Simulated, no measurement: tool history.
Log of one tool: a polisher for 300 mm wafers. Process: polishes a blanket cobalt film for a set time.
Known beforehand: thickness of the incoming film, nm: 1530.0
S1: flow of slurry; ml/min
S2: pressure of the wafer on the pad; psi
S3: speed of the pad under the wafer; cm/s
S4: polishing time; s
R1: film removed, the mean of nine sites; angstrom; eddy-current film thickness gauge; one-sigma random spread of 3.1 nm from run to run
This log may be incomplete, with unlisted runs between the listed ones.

run  hour   S1   S2   S3  S4      R1
  1   0.0  145  1.6  120  40  1966.2
  2   5.1  150  1.8  120  40  2175.6
  3  14.1  150  1.5  120  40  1858.7
  4  19.7  150  1.5   98  40  1546.1
  5  27.2  150  1.5   98  40  1522.8
  6  33.0  155  1.7  104  40  1833.2
  7  41.7  155  1.7  104  40  1806.1
  8  46.7  155  1.9  110  40  2147.9

Run 9 has not been measured yet. What should we expect?
  9  47.9  190  2.4  128  40   ?

R1: 3132.5 angstrom

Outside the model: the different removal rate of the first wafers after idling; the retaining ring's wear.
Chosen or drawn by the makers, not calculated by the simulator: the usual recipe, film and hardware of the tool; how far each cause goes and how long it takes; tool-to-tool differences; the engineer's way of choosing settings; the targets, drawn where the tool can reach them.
